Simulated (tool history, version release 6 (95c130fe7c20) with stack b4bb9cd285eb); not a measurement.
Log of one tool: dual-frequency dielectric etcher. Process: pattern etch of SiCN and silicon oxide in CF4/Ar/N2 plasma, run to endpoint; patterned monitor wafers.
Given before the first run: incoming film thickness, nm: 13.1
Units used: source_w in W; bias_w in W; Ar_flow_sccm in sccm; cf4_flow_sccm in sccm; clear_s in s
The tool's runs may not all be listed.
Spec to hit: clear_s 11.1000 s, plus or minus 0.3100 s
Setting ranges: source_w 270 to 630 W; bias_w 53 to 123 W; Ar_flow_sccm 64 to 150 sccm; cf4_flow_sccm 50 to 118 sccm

run  hour  source_w  bias_w  Ar_flow_sccm  cf4_flow_sccm  clear_s
  1   0.0       450      88           107             84  12.9130
  2   7.7       460      88           107             84  12.6480
  3  13.0       460      88           107             95  12.4600
  4  21.8       460     101           107             95  11.9200
  5  24.8       400     101           107             95  14.0650
  6  31.6       400     101           120             95  14.1890
  7  39.6       420     101           120             95  13.4660
  8  46.3       430     101           120             95  13.0250
  9  48.9       430     101           120             95  13.0000
     55.9  -- CF4 flow controller replaced
 10  55.9       520     104           119             96  10.5860

Which one of the following 5 next-run settings gets every result inside its allowed miss? There is exactly one.
  A  62.9       520     105           116            103        ?
  B  62.9       480     101           116             92        ?
  C  62.9       530      98           109            118        ?
  D  62.9       540     123           134             82        ?
  E  62.9       510      99           126             96        ?

move  clear_s
   A  10.4070
   B  11.6120
   C  10.1990
   D   9.8928
   E  10.9840
A: misses by more than the last run did
B: takes the biggest miss from the last run beyond its target
C: misses by more than the last run did
D: misses by more than the last run did
E: all results land within tolerance of their targets
Correct choice: E, which meets every target
